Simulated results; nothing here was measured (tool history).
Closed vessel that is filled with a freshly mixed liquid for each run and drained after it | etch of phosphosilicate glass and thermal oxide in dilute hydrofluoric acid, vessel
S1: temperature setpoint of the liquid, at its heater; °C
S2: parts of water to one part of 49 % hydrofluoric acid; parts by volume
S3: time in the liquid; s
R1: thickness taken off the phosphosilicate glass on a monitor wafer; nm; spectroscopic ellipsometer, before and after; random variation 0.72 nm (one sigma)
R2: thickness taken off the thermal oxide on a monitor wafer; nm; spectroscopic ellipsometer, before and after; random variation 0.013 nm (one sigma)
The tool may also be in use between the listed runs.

run  hour    S1   S2  S3       R1      R2
  1   0.0  21.0   80  60  127.390  3.0081
  2   2.6  20.0   85  60  118.610  2.6936
  3   7.1  20.5   90  60  110.510  2.5824
  4  11.7  20.0   95  60  103.160  2.3866
  5  20.5  19.5  100  60   94.448  2.1995
  6  21.3  19.0  100  60   92.266  2.1714

Run 7 comes next. What will it give?
  7  29.0  18.5  100  60   ?   ?

R1: 90.839 nm
R2: 2.1143 nm
